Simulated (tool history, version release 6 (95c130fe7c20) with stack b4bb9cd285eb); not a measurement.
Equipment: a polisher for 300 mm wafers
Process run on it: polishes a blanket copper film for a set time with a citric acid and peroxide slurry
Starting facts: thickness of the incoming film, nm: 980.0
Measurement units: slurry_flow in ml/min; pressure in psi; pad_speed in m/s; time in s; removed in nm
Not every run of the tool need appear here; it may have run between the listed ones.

Run 1, hour 0.0: slurry_flow 265 ml/min, pressure 2.5 psi, pad_speed 1.12 m/s, slurry_solids 1.0, time 54 s. Result: removed 90.548 nm.
Run 2, hour 1.3: slurry_flow 230 ml/min, pressure 2.5 psi, pad_speed 1.12 m/s, slurry_solids 1.0, time 54 s. Result: removed 89.218 nm.
Run 3, hour 6.7: slurry_flow 230 ml/min, pressure 2.6 psi, pad_speed 1.12 m/s, slurry_solids 1.0, time 54 s. Result: removed 91.995 nm.
Run 4, hour 7.8: slurry_flow 230 ml/min, pressure 2.6 psi, pad_speed 1.34 m/s, slurry_solids 1.0, time 54 s. Result: removed 105.050 nm.
Run 5, hour 9.4: slurry_flow 230 ml/min, pressure 2.7 psi, pad_speed 1.34 m/s, slurry_solids 1.0, time 54 s. Result: removed 106.020 nm.
Run 6, hour 16.4: slurry_flow 185 ml/min, pressure 2.7 psi, pad_speed 1.34 m/s, slurry_solids 1.0, time 54 s. Result: removed 101.750 nm.

Run 7, settings as shown, results not yet in. Your forecast:
Run 7, hour 21.6: slurry_flow 195 ml/min, pressure 2.8 psi, pad_speed 1.34 m/s, slurry_solids 1.0, time 54 s. Result: removed ?.

removed: 110.190 nm
